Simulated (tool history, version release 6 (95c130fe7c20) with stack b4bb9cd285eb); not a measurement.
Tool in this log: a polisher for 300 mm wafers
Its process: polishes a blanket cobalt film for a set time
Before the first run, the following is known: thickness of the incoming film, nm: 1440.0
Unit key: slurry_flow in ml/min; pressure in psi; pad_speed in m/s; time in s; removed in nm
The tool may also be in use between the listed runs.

run    day  slurry_flow  pressure  pad_speed  time  removed
  1  0.000          145       2.3       0.80    56   292.20
  2  0.067          145       2.7       0.80    56   348.32
  3  0.200          145       2.6       0.80    56   333.91
  4  0.304          145       3.1       0.80    56   404.29
  5  0.338          145       2.9       0.80    56   374.62
  6  0.592          145       2.4       0.80    56   309.90

What will run 7 give?
  7  0.958          145       2.4       0.80    56        ?

{"run 7": {"removed": 307.68}}
